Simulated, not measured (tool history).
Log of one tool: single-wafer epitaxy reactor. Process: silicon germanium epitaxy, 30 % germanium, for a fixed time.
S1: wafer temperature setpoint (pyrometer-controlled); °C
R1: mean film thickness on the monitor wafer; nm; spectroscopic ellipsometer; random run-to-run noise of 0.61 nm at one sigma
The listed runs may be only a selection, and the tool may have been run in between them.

Run 1, hour 0: S1 615 °C, chamber pressure (mTorr) 27300. Result: R1 88.501 nm.
Run 2, hour 2.5: S1 617 °C, chamber pressure (mTorr) 27400. Result: R1 91.213 nm.
Run 3, hour 4.6: S1 607 °C, chamber pressure (mTorr) 27400. Result: R1 77.045 nm.
Run 4, hour 11.9: S1 612 °C, chamber pressure (mTorr) 27400. Result: R1 84.637 nm.
At hour 18.6: capacitance manometer re-zeroed and calibrated.
Run 5, hour 18.6: S1 615 °C, chamber pressure (mTorr) 27500. Result: R1 86.416 nm.
Run 6, hour 26.3: S1 618 °C, chamber pressure (mTorr) 27700. Result: R1 91.921 nm.
Run 7, hour 34.1: S1 620 °C, chamber pressure (mTorr) 27800. Result: R1 94.726 nm.

For run 8, what comes out?
Run 8, hour 42.4: S1 622 °C, chamber pressure (mTorr) 27900. Result: R1 ?.

R1: 98.359 nm
